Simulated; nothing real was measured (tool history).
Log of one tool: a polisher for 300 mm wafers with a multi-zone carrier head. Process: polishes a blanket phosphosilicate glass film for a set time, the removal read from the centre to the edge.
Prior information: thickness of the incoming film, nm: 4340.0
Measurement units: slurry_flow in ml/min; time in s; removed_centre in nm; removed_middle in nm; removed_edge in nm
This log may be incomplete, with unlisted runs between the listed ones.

run,hour,slurry_flow,centre_zone,middle_zone,edge_zone,slurry_solids,time,removed_centre,removed_middle,removed_edge
1,0.0,160,1.00,1.00,1.00,1.00,80,454.54,455.88,451.62
2,3.7,155,1.01,0.97,0.97,0.95,80,443.88,429.41,421.70
3,4.9,145,1.01,0.94,0.97,0.95,80,436.64,414.05,418.14
4,13.3,145,1.04,0.94,0.97,0.95,80,453.02,414.35,426.15
5,19.2,140,1.04,0.92,0.95,0.95,80,436.19,404.26,409.63
6,25.4,140,1.09,0.92,0.95,0.95,80,467.41,401.73,413.53

Run 7, settings as shown, results not yet in. Your forecast:
7,34.0,135,1.08,0.90,0.94,0.95,80,?,?,?

Run 7 gave removed_centre 457.44 nm, removed_middle 385.38 nm, removed_edge 408.31 nm.

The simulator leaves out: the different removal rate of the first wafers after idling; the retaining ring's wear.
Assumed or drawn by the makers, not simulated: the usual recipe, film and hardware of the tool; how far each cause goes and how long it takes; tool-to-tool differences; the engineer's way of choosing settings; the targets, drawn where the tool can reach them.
